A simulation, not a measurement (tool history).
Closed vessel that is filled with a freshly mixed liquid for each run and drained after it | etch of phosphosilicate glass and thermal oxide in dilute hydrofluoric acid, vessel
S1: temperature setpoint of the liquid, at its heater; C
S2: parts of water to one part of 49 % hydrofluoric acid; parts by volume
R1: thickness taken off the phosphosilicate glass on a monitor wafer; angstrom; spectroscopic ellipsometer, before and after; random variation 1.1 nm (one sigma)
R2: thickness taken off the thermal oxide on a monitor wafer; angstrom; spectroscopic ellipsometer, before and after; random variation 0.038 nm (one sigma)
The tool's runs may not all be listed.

{"run": 1, "hour": 0.0, "S1": 25.0, "S2": 55, "time in the liquid (s)": 60, "R1": 1114.7, "R2": 61.49}
{"run": 2, "hour": 1.0, "S1": 23.5, "S2": 55, "time in the liquid (s)": 60, "R1": 1047.5, "R2": 58.397}
{"run": 3, "hour": 2.7, "S1": 26.0, "S2": 55, "time in the liquid (s)": 60, "R1": 1165.8, "R2": 63.896}
{"run": 4, "hour": 11.9, "S1": 27.5, "S2": 55, "time in the liquid (s)": 60, "R1": 1241.4, "R2": 68.18}
{"run": 5, "hour": 14.0, "S1": 24.0, "S2": 55, "time in the liquid (s)": 60, "R1": 1071.4, "R2": 59.172}
{"run": 6, "hour": 21.9, "S1": 24.0, "S2": 55, "time in the liquid (s)": 50, "R1": 891.95, "R2": 49.624}
{"run": 7, "hour": 28.2, "S1": 26.5, "S2": 50, "time in the liquid (s)": 50, "R1": 1092.2, "R2": 60.665}
{"run": 8, "hour": 30.3, "S1": 28.5, "S2": 50, "time in the liquid (s)": 50, "R1": 1188.6, "R2": 64.837}
{"run": 9, "hour": 37.6, "S1": 29.5, "S2": 50, "time in the liquid (s)": 50, "R1": 1230.9, "R2": 68.061}
{"run": 10, "hour": 39.8, "S1": 30.5, "S2": 50, "time in the liquid (s)": 50, "R1": 1281.4, "R2": 71.377}
{"run": 11, "hour": 41.1, "S1": 31.0, "S2": 50, "time in the liquid (s)": 50, "R1": 1288.3, "R2": 72.435}
{"run": 12, "hour": 44.6, "S1": 31.5, "S2": 50, "time in the liquid (s)": 50, "R1": 1333.2, "R2": 74.116}
{"run": 13, "hour": 52.7, "S1": 32.0, "S2": 50, "time in the liquid (s)": 50, "R1": 1381.6, "R2": 75.159}
{"run": 14, "hour": 56.5, "S1": 32.0, "S2": 50, "time in the liquid (s)": 50, "R1": 1371.0, "R2": 75.396}
{"run": 15, "hour": 65.0, "S1": 32.5, "S2": 50, "time in the liquid (s)": 50, "R1": 1380.5, "R2": 76.288}

The next listed run, before its measurement:
{"run": 16, "hour": 69.1, "S1": 33.0, "S2": 50, "time in the liquid (s)": 50, "R1": "?", "R2": "?"}

R1: 1409.20 angstrom
R2: 77.962 angstrom
